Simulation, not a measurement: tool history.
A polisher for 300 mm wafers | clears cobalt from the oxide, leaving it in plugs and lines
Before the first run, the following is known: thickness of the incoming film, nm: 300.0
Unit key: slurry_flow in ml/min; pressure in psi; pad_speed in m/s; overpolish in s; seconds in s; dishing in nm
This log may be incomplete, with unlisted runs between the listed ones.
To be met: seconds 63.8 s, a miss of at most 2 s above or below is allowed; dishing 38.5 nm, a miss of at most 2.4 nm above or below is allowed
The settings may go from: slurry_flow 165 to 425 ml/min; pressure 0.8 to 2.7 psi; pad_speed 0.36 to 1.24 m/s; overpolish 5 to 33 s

Run 1, hour 0: slurry_flow 275 ml/min, pressure 1.7 psi, pad_speed 0.8 m/s, overpolish 17 s. Result: seconds 104.82 s, dishing 33.747 nm.
Run 2, hour 2.6: slurry_flow 275 ml/min, pressure 2.1 psi, pad_speed 0.8 m/s, overpolish 17 s. Result: seconds 83.673 s, dishing 39.601 nm.
Run 3, hour 10.4: slurry_flow 275 ml/min, pressure 2.2 psi, pad_speed 0.8 m/s, overpolish 15 s. Result: seconds 82.152 s, dishing 35.914 nm.
Run 4, hour 14: slurry_flow 275 ml/min, pressure 2.2 psi, pad_speed 0.8 m/s, overpolish 19 s. Result: seconds 81.078 s, dishing 41.258 nm.
Run 5, hour 18.9: slurry_flow 275 ml/min, pressure 2.4 psi, pad_speed 0.8 m/s, overpolish 19 s. Result: seconds 74.808 s, dishing 43.326 nm.
Run 6, hour 21.3: slurry_flow 235 ml/min, pressure 2.4 psi, pad_speed 0.8 m/s, overpolish 19 s. Result: seconds 76.24 s, dishing 43.076 nm.
Run 7, hour 30.3: slurry_flow 235 ml/min, pressure 2.4 psi, pad_speed 0.8 m/s, overpolish 19 s. Result: seconds 75.014 s, dishing 42.937 nm.
Run 8, hour 35: slurry_flow 240 ml/min, pressure 2.5 psi, pad_speed 0.8 m/s, overpolish 17 s. Result: seconds 72.178 s, dishing 41.621 nm.
Run 9, hour 36.2: slurry_flow 250 ml/min, pressure 2.6 psi, pad_speed 0.8 m/s, overpolish 16 s. Result: seconds 69.565 s, dishing 42.456 nm.
Run 10, hour 37.9: slurry_flow 245 ml/min, pressure 2.7 psi, pad_speed 0.84 m/s, overpolish 11 s. Result: seconds 64.388 s, dishing 34.657 nm.

Exactly one of the 5 candidate moves below puts every result within its allowed miss. Which one?
Run A, hour 39.6: slurry_flow 200 ml/min, pressure 2.6 psi, pad_speed 0.9 m/s, overpolish 13 s. Result: seconds ?, dishing ?.
Run B, hour 39.6: slurry_flow 245 ml/min, pressure 2.7 psi, pad_speed 0.84 m/s, overpolish 18 s. Result: seconds ?, dishing ?.
Run C, hour 39.6: slurry_flow 290 ml/min, pressure 2.7 psi, pad_speed 0.9 m/s, overpolish 12 s. Result: seconds ?, dishing ?.
Run D, hour 39.6: slurry_flow 220 ml/min, pressure 2.6 psi, pad_speed 0.88 m/s, overpolish 17 s. Result: seconds ?, dishing ?.
Run E, hour 39.6: slurry_flow 215 ml/min, pressure 2.6 psi, pad_speed 0.98 m/s, overpolish 16 s. Result: seconds ?, dishing ?.

move  seconds  dishing
   A   63.667   39.305
   B   64.405   46.483
   C   59.399    39.05
   D   64.493   45.175
   E   58.198   46.084
A: every result lands within tolerance
B: the result that was furthest off in the last run now lies on the other side of its target
C: puts the biggest miss on target and leaves a different result outside tolerance
D: the result that was furthest off in the last run now lies on the other side of its target
E: the result that was furthest off in the last run now lies on the other side of its target
A is the move that brings every result within its allowed miss.
